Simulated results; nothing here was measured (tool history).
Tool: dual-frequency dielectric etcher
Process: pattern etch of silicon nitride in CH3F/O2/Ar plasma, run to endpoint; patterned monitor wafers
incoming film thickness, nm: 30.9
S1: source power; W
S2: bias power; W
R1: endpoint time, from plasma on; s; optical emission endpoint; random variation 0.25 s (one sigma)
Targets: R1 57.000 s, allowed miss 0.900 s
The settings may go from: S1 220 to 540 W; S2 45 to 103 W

run	hour	S1	S2	R1
1	0.0	380	74	44.691
2	6.0	450	74	41.981
3	13.4	400	69	44.946
4	18.2	360	65	48.125
5	23.4	360	71	46.611
6	30.2	360	60	49.693
7	36.2	330	59	51.606
# hour 44.7: bias power generator calibrated
8	44.7	310	59	54.078
9	49.5	300	59	54.419
10	50.3	290	59	55.188

5 next moves are on the table. One of them brings every result within its allowed miss. Which?
A	51.1	270	53	?
B	51.1	300	60	?
C	51.1	340	58	?
D	51.1	250	63	?
E	51.1	320	57	?

move	R1
A	59.458
B	54.270
C	52.291
D	57.285
E	53.947
A: takes the result that was furthest off past its target
B: further off than the last run
C: further off than the last run
D: meets every target
E: further off than the last run
The right move is D.
